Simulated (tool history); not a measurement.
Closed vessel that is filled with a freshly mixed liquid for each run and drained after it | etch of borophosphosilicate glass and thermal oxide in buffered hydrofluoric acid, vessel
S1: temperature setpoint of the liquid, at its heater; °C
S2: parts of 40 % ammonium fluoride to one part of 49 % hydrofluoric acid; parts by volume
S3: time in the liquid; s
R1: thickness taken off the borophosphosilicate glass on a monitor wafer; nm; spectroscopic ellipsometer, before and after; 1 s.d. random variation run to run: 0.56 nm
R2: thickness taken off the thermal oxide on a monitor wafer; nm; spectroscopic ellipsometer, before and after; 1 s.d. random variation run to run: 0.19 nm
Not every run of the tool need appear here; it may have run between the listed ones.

run 1 hour=0 | S1=25 S2=7.5 S3=60 | R1=241.35 R2=91.279
run 2 hour=6.1 | S1=24 S2=7.5 S3=60 | R1=227.9 R2=86.169
run 3 hour=12.1 | S1=24 S2=7.5 S3=40 | R1=150.97 R2=57.233
run 4 hour=16.5 | S1=20.5 S2=7.5 S3=40 | R1=125.59 R2=47.612
run 5 hour=22.9 | S1=21 S2=7.5 S3=40 | R1=128.89 R2=48.708
run 6 hour=26.6 | S1=21.5 S2=7.5 S3=40 | R1=132.3 R2=50.214
run 7 hour=31.7 | S1=22 S2=7.5 S3=40 | R1=136.39 R2=51.408
run 8 hour=37.7 | S1=22.5 S2=7.5 S3=40 | R1=140.32 R2=52.862

The next listed run, before its measurement:
run 9 hour=41.8 | S1=23 S2=7.5 S3=40 | R1=? R2=?

R1: 144.16 nm
R2: 54.481 nm
